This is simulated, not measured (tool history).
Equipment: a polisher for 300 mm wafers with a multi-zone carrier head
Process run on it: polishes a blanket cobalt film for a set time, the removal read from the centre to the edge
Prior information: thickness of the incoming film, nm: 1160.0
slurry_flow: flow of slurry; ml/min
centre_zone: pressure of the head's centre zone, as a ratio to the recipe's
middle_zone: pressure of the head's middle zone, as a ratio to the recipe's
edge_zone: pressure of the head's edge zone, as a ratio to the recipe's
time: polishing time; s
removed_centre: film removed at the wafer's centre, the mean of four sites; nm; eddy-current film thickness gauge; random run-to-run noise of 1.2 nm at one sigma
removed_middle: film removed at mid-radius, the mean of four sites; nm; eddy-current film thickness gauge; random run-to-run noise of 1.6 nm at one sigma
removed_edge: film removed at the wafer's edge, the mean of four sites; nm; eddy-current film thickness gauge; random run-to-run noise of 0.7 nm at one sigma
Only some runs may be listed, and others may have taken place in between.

run  hour  slurry_flow  centre_zone  middle_zone  edge_zone  time  removed_centre  removed_middle  removed_edge
  1     0          155            1            1          1    54          171.64          172.19        166.85
  2   8.6          155         0.96            1          1    54          164.06          167.08        166.21
  3    14          140         0.96            1          1    54          160.27          166.64        164.77
  4  19.2          145         0.97         0.97       0.97    49          145.49          153.36        147.99
  5    22          145         0.97         0.97       0.97    59          175.68          178.53        179.28
  6  23.3          130         0.97         0.97       0.97    59          174.83          172.95        175.77
  7  29.2           95         0.99         0.89       0.87    44          117.51          111.15        115.97
  8  38.1           95            1         0.88       0.86    44          117.26          114.08         117.5
  9  46.5          110          1.1         0.85       0.89    37          115.82          97.964        102.19
 10  54.9          115         1.09         0.85        0.9    37          116.96          99.566        103.56

Predict the results of run 11:
 11  63.3          135         1.05         0.86       0.97    38               ?               ?             ?

removed_centre: 121.14 nm
removed_middle: 105.38 nm
removed_edge: 112.23 nm
